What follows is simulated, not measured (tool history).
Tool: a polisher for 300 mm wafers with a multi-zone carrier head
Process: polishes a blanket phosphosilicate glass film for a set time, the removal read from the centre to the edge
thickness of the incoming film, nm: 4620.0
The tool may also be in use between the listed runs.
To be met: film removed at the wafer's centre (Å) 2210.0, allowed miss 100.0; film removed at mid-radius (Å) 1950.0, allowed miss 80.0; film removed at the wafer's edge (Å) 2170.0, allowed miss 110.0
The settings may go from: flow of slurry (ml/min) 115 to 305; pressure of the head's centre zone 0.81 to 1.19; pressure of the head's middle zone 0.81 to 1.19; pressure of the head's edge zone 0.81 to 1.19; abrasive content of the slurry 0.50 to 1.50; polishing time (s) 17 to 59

| run | day | flow of slurry (ml/min) | pressure of the head's centre zone | pressure of the head's middle zone | pressure of the head's edge zone | abrasive content of the slurry | polishing time (s) | film removed at the wafer's centre (Å) | film removed at mid-radius (Å) | film removed at the wafer's edge (Å) |
|---|---|---|---|---|---|---|---|---|---|---|
| 1 | 0.000 | 195 | 1.00 | 1.00 | 1.00 | 1.00 | 38 | 3732.4 | 3720.0 | 3844.2 |
| 2 | 0.175 | 190 | 1.00 | 0.97 | 0.98 | 0.85 | 35 | 3306.6 | 3129.9 | 3186.2 |
| 3 | 0.300 | 180 | 0.98 | 0.93 | 0.99 | 0.75 | 33 | 2829.6 | 2729.2 | 2862.3 |
| 4 | 0.512 | 180 | 0.93 | 0.93 | 0.99 | 0.75 | 33 | 2677.7 | 2743.8 | 2817.8 |
| 5 | 0.550 | 180 | 0.93 | 0.93 | 0.99 | 0.60 | 33 | 2404.1 | 2462.1 | 2482.8 |
| 6 | 0.908 | 180 | 0.93 | 0.93 | 1.05 | 0.60 | 33 | 2422.5 | 2493.4 | 2592.4 |
| 7 | 1.112 | 180 | 0.94 | 0.90 | 1.04 | 0.55 | 32 | 2334.7 | 2226.6 | 2474.5 |
| 8 | 1.150 | 180 | 0.94 | 0.89 | 1.01 | 0.55 | 32 | 2291.5 | 2271.4 | 2404.7 |
| 9 | 1.358 | 180 | 0.96 | 0.87 | 1.00 | 0.55 | 31 | 2247.7 | 2070.7 | 2259.5 |
| 10 | 1.408 | 180 | 0.96 | 0.86 | 0.99 | 0.55 | 31 | 2255.7 | 2109.6 | 2342.4 |
| 11 | 1.638 | 180 | 0.97 | 0.85 | 0.98 | 0.55 | 31 | 2323.4 | 2075.6 | 2299.6 |
| 12 | 1.792 | 175 | 0.97 | 0.84 | 0.97 | 0.55 | 31 | 2298.9 | 2022.5 | 2309.0 |
| 13 | 2.162 | 175 | 0.97 | 0.84 | 0.96 | 0.55 | 31 | 2212.1 | 2085.5 | 2207.4 |

5 next moves are on the table. One of them brings every result within its allowed miss. Which?
| A | 2.533 | 150 | 1.04 | 0.81 | 1.16 | 0.85 | 26 | ? | ? | ? |
| B | 2.533 | 215 | 1.00 | 0.83 | 1.00 | 0.55 | 26 | ? | ? | ? |
| C | 2.533 | 195 | 1.01 | 0.81 | 0.99 | 0.65 | 26 | ? | ? | ? |
| D | 2.533 | 220 | 0.99 | 0.83 | 0.96 | 0.65 | 27 | ? | ? | ? |
| E | 2.533 | 135 | 0.91 | 0.84 | 0.94 | 0.65 | 29 | ? | ? | ? |

| move | film removed at the wafer's centre (Å) | film removed at mid-radius (Å) | film removed at the wafer's edge (Å) |
|---|---|---|---|
| A | 2406.1 | 1993.8 | 2496.5 |
| B | 2038.7 | 1771.3 | 2003.0 |
| C | 2188.4 | 1854.4 | 2132.7 |
| D | 2274.0 | 1994.0 | 2213.0 |
| E | 2054.1 | 1985.3 | 2213.7 |
A: brings the result that was furthest off to its target, and leaves another outside
B: takes the result that was furthest off past its target
C: takes the result that was furthest off past its target
D: meets every target
E: brings the result that was furthest off to its target, and leaves another outside
Answer: D
